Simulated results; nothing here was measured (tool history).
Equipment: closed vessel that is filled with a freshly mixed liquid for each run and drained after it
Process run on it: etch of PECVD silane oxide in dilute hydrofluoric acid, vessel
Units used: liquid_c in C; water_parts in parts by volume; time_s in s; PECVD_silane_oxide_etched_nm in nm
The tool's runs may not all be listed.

run 1 hour=0.0 | liquid_c=24.0 water_parts=175 time_s=215 | PECVD_silane_oxide_etched_nm=18.890
run 2 hour=3.0 | liquid_c=27.0 water_parts=175 time_s=215 | PECVD_silane_oxide_etched_nm=21.109
run 3 hour=11.5 | liquid_c=24.0 water_parts=175 time_s=215 | PECVD_silane_oxide_etched_nm=18.607
run 4 hour=16.3 | liquid_c=25.0 water_parts=175 time_s=215 | PECVD_silane_oxide_etched_nm=19.505
run 5 hour=23.7 | liquid_c=25.0 water_parts=240 time_s=215 | PECVD_silane_oxide_etched_nm=13.126
run 6 hour=26.5 | liquid_c=26.0 water_parts=230 time_s=215 | PECVD_silane_oxide_etched_nm=14.441
run 7 hour=27.7 | liquid_c=27.0 water_parts=220 time_s=215 | PECVD_silane_oxide_etched_nm=15.942
run 8 hour=35.9 | liquid_c=27.5 water_parts=210 time_s=215 | PECVD_silane_oxide_etched_nm=16.997
run 9 hour=44.0 | liquid_c=28.0 water_parts=200 time_s=215 | PECVD_silane_oxide_etched_nm=18.390
run 10 hour=48.5 | liquid_c=28.5 water_parts=195 time_s=215 | PECVD_silane_oxide_etched_nm=19.632
run 11 hour=55.5 | liquid_c=29.0 water_parts=190 time_s=215 | PECVD_silane_oxide_etched_nm=20.422
run 12 hour=62.8 | liquid_c=29.0 water_parts=190 time_s=215 | PECVD_silane_oxide_etched_nm=20.353
run 13 hour=66.2 | liquid_c=29.5 water_parts=185 time_s=215 | PECVD_silane_oxide_etched_nm=21.405
run 14 hour=68.2 | liquid_c=30.0 water_parts=180 time_s=215 | PECVD_silane_oxide_etched_nm=22.524

For run 15, what comes out?
run 15 hour=68.9 | liquid_c=30.5 water_parts=180 time_s=215 | PECVD_silane_oxide_etched_nm=?

PECVD_silane_oxide_etched_nm: 23.052 nm

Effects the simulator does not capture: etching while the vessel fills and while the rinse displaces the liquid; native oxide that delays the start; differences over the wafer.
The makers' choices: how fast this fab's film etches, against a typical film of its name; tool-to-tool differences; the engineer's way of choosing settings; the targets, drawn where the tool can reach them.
